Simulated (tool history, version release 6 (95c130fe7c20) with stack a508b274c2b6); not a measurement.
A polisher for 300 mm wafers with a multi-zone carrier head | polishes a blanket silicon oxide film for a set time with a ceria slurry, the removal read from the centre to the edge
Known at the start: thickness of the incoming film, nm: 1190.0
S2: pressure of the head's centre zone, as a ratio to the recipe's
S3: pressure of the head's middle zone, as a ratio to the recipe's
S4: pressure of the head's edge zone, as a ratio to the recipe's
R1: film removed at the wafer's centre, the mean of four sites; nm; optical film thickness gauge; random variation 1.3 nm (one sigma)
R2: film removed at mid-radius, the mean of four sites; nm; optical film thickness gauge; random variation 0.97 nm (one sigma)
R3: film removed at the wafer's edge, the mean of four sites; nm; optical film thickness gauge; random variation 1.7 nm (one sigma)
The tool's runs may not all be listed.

Run 1, hour 0.0: flow of slurry (ml/min) 250, S2 1.00, S3 1.00, S4 1.00, polishing time (s) 69. Result: R1 264.79 nm, R2 260.14 nm, R3 260.14 nm.
Run 2, hour 6.5: flow of slurry (ml/min) 250, S2 1.03, S3 1.00, S4 1.00, polishing time (s) 69. Result: R1 271.07 nm, R2 260.00 nm, R3 260.57 nm.
Run 3, hour 7.3: flow of slurry (ml/min) 240, S2 1.00, S3 0.96, S4 0.98, polishing time (s) 63. Result: R1 238.89 nm, R2 225.88 nm, R3 228.34 nm.
Run 4, hour 11.7: flow of slurry (ml/min) 240, S2 1.00, S3 0.96, S4 0.98, polishing time (s) 52. Result: R1 195.89 nm, R2 187.11 nm, R3 192.73 nm.
Run 5, hour 16.2: flow of slurry (ml/min) 230, S2 0.98, S3 0.93, S4 0.97, polishing time (s) 51. Result: R1 190.69 nm, R2 180.51 nm, R3 187.74 nm.
Run 6, hour 21.6: flow of slurry (ml/min) 230, S2 0.98, S3 0.93, S4 0.90, polishing time (s) 51. Result: R1 192.02 nm, R2 178.67 nm, R3 185.38 nm.

Forecast run 7:
Run 7, hour 22.8: flow of slurry (ml/min) 230, S2 0.98, S3 0.93, S4 0.90, polishing time (s) 51. Result: R1 ?, R2 ?, R3 ?.

Run 7 gave R1 187.21 nm, R2 178.61 nm, R3 179.55 nm.

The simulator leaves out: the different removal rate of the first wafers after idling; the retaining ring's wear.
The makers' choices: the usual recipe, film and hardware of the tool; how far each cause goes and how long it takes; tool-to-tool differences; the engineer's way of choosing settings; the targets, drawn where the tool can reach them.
